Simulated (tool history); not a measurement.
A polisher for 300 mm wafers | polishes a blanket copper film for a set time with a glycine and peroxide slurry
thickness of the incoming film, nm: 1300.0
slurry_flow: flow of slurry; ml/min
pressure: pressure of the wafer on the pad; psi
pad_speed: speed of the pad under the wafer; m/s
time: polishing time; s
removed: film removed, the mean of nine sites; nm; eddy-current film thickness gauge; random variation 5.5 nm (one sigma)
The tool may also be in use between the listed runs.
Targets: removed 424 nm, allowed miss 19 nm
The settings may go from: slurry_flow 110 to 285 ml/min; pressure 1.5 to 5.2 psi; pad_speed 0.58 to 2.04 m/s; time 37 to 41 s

| run | hour | slurry_flow | pressure | pad_speed | time | removed |
|---|---|---|---|---|---|---|
| 1 | 0 | 180 | 3.3 | 1.3 | 41 | 294.31 |
| 2 | 6.3 | 180 | 3.5 | 1.3 | 41 | 307.13 |
| 3 | 9.4 | 180 | 4.3 | 1.3 | 41 | 369.62 |
| 4 | 13.3 | 180 | 4.4 | 1.3 | 41 | 384.29 |
| 5 | 16.2 | 180 | 4.4 | 0.96 | 41 | 295.49 |
| 6 | 20.3 | 180 | 4.5 | 0.98 | 41 | 298.11 |
| 7 | 28.6 | 180 | 4.6 | 1 | 41 | 311.99 |
| 8 | 37 | 180 | 4.7 | 1.02 | 41 | 322.15 |
| 9 | 42.7 | 180 | 4.8 | 1.04 | 41 | 337.06 |
|  | 48.5 | worn pad replaced by a new one |
| 10 | 48.5 | 190 | 5.2 | 1.24 | 41 | 467.13 |
| 11 | 52.5 | 185 | 5.2 | 1.24 | 41 | 468.23 |
| 12 | 53.4 | 180 | 5.2 | 1.24 | 41 | 478.45 |
| 13 | 58.9 | 180 | 5 | 1.24 | 41 | 452.69 |
| 14 | 62.4 | 180 | 4.9 | 1.24 | 41 | 447.23 |

5 next moves are on the table. One of them brings every result within its allowed miss. Which?
| A | 65.9 | 180 | 5.2 | 1.44 | 38 | ? |
| B | 65.9 | 165 | 5.1 | 1.24 | 41 | ? |
| C | 65.9 | 185 | 4.7 | 1.24 | 40 | ? |
| D | 65.9 | 215 | 5 | 1.16 | 37 | ? |
| E | 65.9 | 190 | 5.2 | 1.24 | 41 | ? |

| move | removed |
|---|---|
| A | 505.95 |
| B | 462.14 |
| C | 424.59 |
| D | 397.88 |
| E | 478.76 |
A: further off than the last run
B: further off than the last run
C: meets every target
D: takes the result that was furthest off past its target
E: further off than the last run
The right move is C.

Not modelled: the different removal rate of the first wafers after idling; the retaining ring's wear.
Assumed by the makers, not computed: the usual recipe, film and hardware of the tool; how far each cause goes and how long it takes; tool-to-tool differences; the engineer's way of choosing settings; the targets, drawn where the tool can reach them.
